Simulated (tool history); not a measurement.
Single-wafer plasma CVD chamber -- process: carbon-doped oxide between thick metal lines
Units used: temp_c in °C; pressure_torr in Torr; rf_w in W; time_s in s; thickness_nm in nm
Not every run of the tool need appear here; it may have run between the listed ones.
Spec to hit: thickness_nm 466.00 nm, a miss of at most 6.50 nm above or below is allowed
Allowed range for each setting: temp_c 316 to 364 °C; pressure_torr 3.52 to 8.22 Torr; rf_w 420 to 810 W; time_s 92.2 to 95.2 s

{"run": 1, "hour": 0.0, "temp_c": 340, "pressure_torr": 5.87, "rf_w": 615, "time_s": 92.2, "thickness_nm": 534.22}
{"run": 2, "hour": 2.6, "temp_c": 340, "pressure_torr": 5.87, "rf_w": 615, "time_s": 92.2, "thickness_nm": 532.54}
{"run": 3, "hour": 3.8, "temp_c": 340, "pressure_torr": 5.87, "rf_w": 615, "time_s": 95.2, "thickness_nm": 552.75}
{"run": 4, "hour": 9.6, "temp_c": 340, "pressure_torr": 5.37, "rf_w": 615, "time_s": 95.2, "thickness_nm": 549.2}
{"hour": 12.0, "done": "RF generator calibrated"}
{"run": 5, "hour": 12.0, "temp_c": 333, "pressure_torr": 5.37, "rf_w": 615, "time_s": 95.2, "thickness_nm": 574.65}
{"run": 6, "hour": 13.3, "temp_c": 333, "pressure_torr": 5.37, "rf_w": 690, "time_s": 95.2, "thickness_nm": 608.24}
{"run": 7, "hour": 15.3, "temp_c": 333, "pressure_torr": 5.37, "rf_w": 690, "time_s": 95.2, "thickness_nm": 603.98}
{"run": 8, "hour": 17.1, "temp_c": 340, "pressure_torr": 5.16, "rf_w": 650, "time_s": 95.0, "thickness_nm": 572.88}
{"run": 9, "hour": 21.6, "temp_c": 350, "pressure_torr": 3.99, "rf_w": 550, "time_s": 94.0, "thickness_nm": 499.59}
{"run": 10, "hour": 24.9, "temp_c": 352, "pressure_torr": 3.99, "rf_w": 540, "time_s": 93.9, "thickness_nm": 493.64}
{"run": 11, "hour": 26.9, "temp_c": 354, "pressure_torr": 3.98, "rf_w": 530, "time_s": 93.8, "thickness_nm": 483.7}

Exactly one of the 5 candidate moves below puts every result within its allowed miss. Which one?
{"run": "A", "hour": 28.9, "temp_c": 356, "pressure_torr": 3.9, "rf_w": 515, "time_s": 92.2, "thickness_nm": "?"}
{"run": "B", "hour": 28.9, "temp_c": 351, "pressure_torr": 5.44, "rf_w": 570, "time_s": 93.2, "thickness_nm": "?"}
{"run": "C", "hour": 28.9, "temp_c": 364, "pressure_torr": 3.52, "rf_w": 630, "time_s": 92.2, "thickness_nm": "?"}
{"run": "D", "hour": 28.9, "temp_c": 362, "pressure_torr": 4.58, "rf_w": 555, "time_s": 95.2, "thickness_nm": "?"}
{"run": "E", "hour": 28.9, "temp_c": 357, "pressure_torr": 4.69, "rf_w": 530, "time_s": 92.6, "thickness_nm": "?"}

move=A thickness_nm=469.92
move=B thickness_nm=517.84
move=C thickness_nm=498.05
move=D thickness_nm=500.05
move=E thickness_nm=484.23
A: in spec on every target
B: lands further from the targets than the last run did
C: lands further from the targets than the last run did
D: lands further from the targets than the last run did
E: no better and no worse than the last run
The move that meets every target is A.

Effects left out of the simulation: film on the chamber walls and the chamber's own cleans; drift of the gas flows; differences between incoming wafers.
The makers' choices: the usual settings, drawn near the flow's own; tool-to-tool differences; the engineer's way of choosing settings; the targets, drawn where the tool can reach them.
